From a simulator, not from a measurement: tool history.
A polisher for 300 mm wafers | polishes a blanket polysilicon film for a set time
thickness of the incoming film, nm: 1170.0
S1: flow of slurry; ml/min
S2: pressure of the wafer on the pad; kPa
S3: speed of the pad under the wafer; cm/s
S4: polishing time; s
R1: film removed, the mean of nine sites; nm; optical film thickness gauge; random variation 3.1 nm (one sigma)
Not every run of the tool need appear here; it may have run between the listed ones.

run	hour	S1	S2	S3	S4	R1
1	0.0	300	13.1	122	26	202.77
2	7.8	300	13.1	122	23	181.23
3	16.6	300	14.5	128	23	206.33
4	18.3	300	14.5	128	23	207.26
5	27.1	300	14.5	128	23	211.12
6	32.7	300	14.5	138	23	220.04

Predict the results of run 7:
7	38.9	300	15.9	146	23	?

{"run 7": {"R1": 252.97}}

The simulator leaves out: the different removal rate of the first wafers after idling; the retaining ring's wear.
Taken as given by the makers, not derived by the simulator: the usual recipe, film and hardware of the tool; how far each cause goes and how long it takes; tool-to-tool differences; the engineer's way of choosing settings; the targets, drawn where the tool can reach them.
